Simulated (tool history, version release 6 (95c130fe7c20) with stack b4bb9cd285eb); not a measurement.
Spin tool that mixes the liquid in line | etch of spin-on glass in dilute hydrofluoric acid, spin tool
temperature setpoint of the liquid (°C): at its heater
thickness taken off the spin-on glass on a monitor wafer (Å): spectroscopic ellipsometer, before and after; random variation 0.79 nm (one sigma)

run    day  temperature setpoint of the liquid (°C)  parts of water to one part of 49 % hydrofluoric acid (parts by volume)  time under the liquid (s)  thickness taken off the spin-on glass on a monitor wafer (Å)
  1      0                                       20                                                                      80                         55                                                        280.78
  2  0.225                                     21.5                                                                      80                         55                                                        295.99
  3  0.421                                     23.5                                                                      80                         55                                                        318.55
  4  0.712                                     23.5                                                                     105                         55                                                         241.5
  5  1.046                                     24.5                                                                      85                         55                                                        311.77
  6  1.412                                     24.5                                                                      70                         55                                                        387.09

Forecast run 7:
     1.658  -- thermometer replaced
  7  1.658                                       28                                                                      40                         55                                                             ?

{"run 7": {"thickness taken off the spin-on glass on a monitor wafer (Å)": 890.26}}

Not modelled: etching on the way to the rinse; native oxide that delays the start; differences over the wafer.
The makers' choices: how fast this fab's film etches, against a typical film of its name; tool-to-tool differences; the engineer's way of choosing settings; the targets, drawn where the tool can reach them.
